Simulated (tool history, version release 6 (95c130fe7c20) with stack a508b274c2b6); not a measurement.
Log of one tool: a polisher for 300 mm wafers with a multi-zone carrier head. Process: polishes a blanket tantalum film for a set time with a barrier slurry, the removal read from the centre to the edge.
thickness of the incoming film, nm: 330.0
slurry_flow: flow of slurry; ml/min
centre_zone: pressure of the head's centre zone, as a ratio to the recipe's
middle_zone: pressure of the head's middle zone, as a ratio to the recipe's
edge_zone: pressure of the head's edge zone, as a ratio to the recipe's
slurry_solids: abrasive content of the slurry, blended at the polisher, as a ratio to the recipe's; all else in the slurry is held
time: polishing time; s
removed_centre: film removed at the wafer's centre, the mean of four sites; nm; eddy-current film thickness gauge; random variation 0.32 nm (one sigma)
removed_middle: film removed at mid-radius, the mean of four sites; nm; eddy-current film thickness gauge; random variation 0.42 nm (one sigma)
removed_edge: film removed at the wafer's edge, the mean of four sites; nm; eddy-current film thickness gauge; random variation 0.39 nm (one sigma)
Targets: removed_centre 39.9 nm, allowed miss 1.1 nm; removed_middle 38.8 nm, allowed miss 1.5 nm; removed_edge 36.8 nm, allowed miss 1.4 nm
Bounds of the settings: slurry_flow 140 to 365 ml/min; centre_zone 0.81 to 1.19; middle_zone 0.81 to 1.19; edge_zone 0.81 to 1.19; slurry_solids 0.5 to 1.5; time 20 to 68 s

| run | hour | slurry_flow | centre_zone | middle_zone | edge_zone | slurry_solids | time | removed_centre | removed_middle | removed_edge |
|---|---|---|---|---|---|---|---|---|---|---|
| 1 | 0 | 235 | 1 | 1 | 1 | 1 | 44 | 71.67 | 71.54 | 70.49 |
| 2 | 2.9 | 235 | 1 | 0.99 | 0.96 | 0.85 | 38 | 58.249 | 56.08 | 57.249 |
| 3 | 3.8 | 240 | 1.01 | 1.02 | 0.92 | 0.75 | 35 | 50.684 | 50.422 | 48.136 |
| 4 | 6.7 | 240 | 1.07 | 1.02 | 0.92 | 0.75 | 35 | 54.353 | 50.241 | 49.764 |
| 5 | 9.8 | 240 | 1.11 | 1.02 | 0.92 | 0.75 | 35 | 56.422 | 49.751 | 48.371 |
| 6 | 18.3 | 240 | 1.11 | 0.99 | 0.92 | 0.75 | 35 | 56.052 | 49.587 | 49.503 |
| 7 | 19.7 | 235 | 1.09 | 1 | 0.89 | 0.7 | 33 | 50.165 | 44.819 | 43.418 |
| 8 | 24.5 | 215 | 1.05 | 0.98 | 0.87 | 0.7 | 33 | 47.389 | 45.003 | 43.064 |
| 9 | 28.3 | 215 | 1.04 | 0.97 | 0.86 | 0.65 | 33 | 45.161 | 42.216 | 40.556 |
| 10 | 37.1 | 205 | 1.02 | 0.96 | 0.85 | 0.65 | 33 | 44.31 | 42.219 | 40.338 |
| 11 | 40.7 | 195 | 0.98 | 0.94 | 0.81 | 0.5 | 31 | 33.26 | 32.726 | 31.048 |
| 12 | 48.7 | 200 | 1.01 | 0.98 | 0.85 | 0.5 | 31 | 34.835 | 33.534 | 31.904 |
| 13 | 49.5 | 230 | 1.01 | 0.99 | 0.86 | 0.5 | 31 | 35.208 | 33.78 | 32.775 |
| 14 | 55.1 | 230 | 1.02 | 1.02 | 0.88 | 0.5 | 31 | 34.786 | 33.999 | 32.992 |
| 15 | 60.9 | 235 | 1.04 | 1.04 | 0.89 | 0.55 | 31 | 38.857 | 37.136 | 35.118 |
| 16 | 64.2 | 260 | 1.03 | 1.06 | 0.95 | 0.55 | 31 | 38.429 | 38.354 | 37.232 |

Which of these 5 next moves meets every target?
| A | 67.5 | 275 | 1.04 | 1.07 | 0.92 | 0.6 | 30 | ? | ? | ? |
| B | 67.5 | 240 | 0.98 | 1.04 | 0.9 | 0.5 | 34 | ? | ? | ? |
| C | 67.5 | 320 | 1.06 | 1.11 | 0.92 | 0.7 | 25 | ? | ? | ? |
| D | 67.5 | 265 | 0.92 | 0.98 | 1.06 | 0.6 | 31 | ? | ? | ? |
| E | 67.5 | 265 | 1 | 1.08 | 0.93 | 0.55 | 31 | ? | ? | ? |

| move | removed_centre | removed_middle | removed_edge |
|---|---|---|---|
| A | 40.469 | 38.967 | 37.069 |
| B | 37.398 | 37.788 | 36.183 |
| C | 38.128 | 36.603 | 34.09 |
| D | 36.802 | 38.519 | 40.917 |
| E | 37.789 | 38.044 | 36.23 |
A: meets every target
B: further off than the last run
C: further off than the last run
D: further off than the last run
E: further off than the last run
Answer: A
